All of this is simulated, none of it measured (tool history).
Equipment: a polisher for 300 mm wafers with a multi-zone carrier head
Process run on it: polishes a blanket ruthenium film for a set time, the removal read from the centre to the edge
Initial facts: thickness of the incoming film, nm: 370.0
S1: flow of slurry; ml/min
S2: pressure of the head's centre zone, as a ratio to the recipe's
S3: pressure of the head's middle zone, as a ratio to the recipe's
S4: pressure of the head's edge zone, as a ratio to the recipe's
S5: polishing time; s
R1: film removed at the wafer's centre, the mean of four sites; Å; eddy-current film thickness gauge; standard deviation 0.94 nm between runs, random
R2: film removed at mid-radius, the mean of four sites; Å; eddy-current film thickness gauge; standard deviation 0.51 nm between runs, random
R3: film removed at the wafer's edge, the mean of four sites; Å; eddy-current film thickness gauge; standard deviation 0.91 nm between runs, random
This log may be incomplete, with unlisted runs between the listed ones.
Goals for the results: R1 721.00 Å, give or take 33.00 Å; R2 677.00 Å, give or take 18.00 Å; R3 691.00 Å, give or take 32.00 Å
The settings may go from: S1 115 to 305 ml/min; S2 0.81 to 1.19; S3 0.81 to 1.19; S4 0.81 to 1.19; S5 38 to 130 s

run 1 hour=0.0 | S1=195 S2=1.00 S3=1.00 S4=1.00 S5=84 | R1=894.82 R2=902.42 R3=952.91
run 2 hour=1.1 | S1=195 S2=1.00 S3=1.05 S4=1.00 S5=84 | R1=915.24 R2=936.97 R3=953.28
run 3 hour=5.3 | S1=190 S2=1.01 S3=1.02 S4=0.96 S5=78 | R1=839.81 R2=834.92 R3=873.06
run 4 hour=8.3 | S1=190 S2=1.02 S3=1.03 S4=0.93 S5=73 | R1=783.29 R2=791.12 R3=782.27
run 5 hour=10.1 | S1=155 S2=1.02 S3=1.03 S4=0.93 S5=73 | R1=749.92 R2=745.03 R3=750.75
run 6 hour=18.2 | S1=155 S2=1.02 S3=1.03 S4=0.99 S5=73 | R1=735.56 R2=737.43 R3=771.16
run 7 hour=20.2 | S1=145 S2=1.04 S3=1.03 S4=0.97 S5=72 | R1=715.62 R2=712.17 R3=731.15
run 8 hour=22.7 | S1=120 S2=1.10 S3=1.01 S4=0.94 S5=72 | R1=703.87 R2=645.55 R3=692.33

5 candidate next runs follow, results not yet known. Just one meets every target within its allowed miss. Identify it.
run A hour=25.2 | S1=130 S2=1.12 S3=0.93 S4=1.09 S5=70 | R1=? R2=? R3=?
run B hour=25.2 | S1=115 S2=1.18 S3=0.92 S4=0.94 S5=73 | R1=? R2=? R3=?
run C hour=25.2 | S1=120 S2=1.16 S3=1.09 S4=0.95 S5=72 | R1=? R2=? R3=?
run D hour=25.2 | S1=115 S2=1.11 S3=0.94 S4=1.04 S5=73 | R1=? R2=? R3=?
run E hour=25.2 | S1=125 S2=1.16 S3=0.94 S4=0.95 S5=71 | R1=? R2=? R3=?

move=A R1=716.99 R2=608.14 R3=755.98
move=B R1=734.45 R2=592.94 R3=707.55
move=C R1=731.39 R2=679.30 R3=709.12
move=D R1=690.69 R2=602.61 R3=742.59
move=E R1=737.57 R2=610.67 R3=709.04
A: lands further from the targets than the last run did
B: lands further from the targets than the last run did
C: each result inside its tolerance
D: lands further from the targets than the last run did
E: lands further from the targets than the last run did
C meets every target.
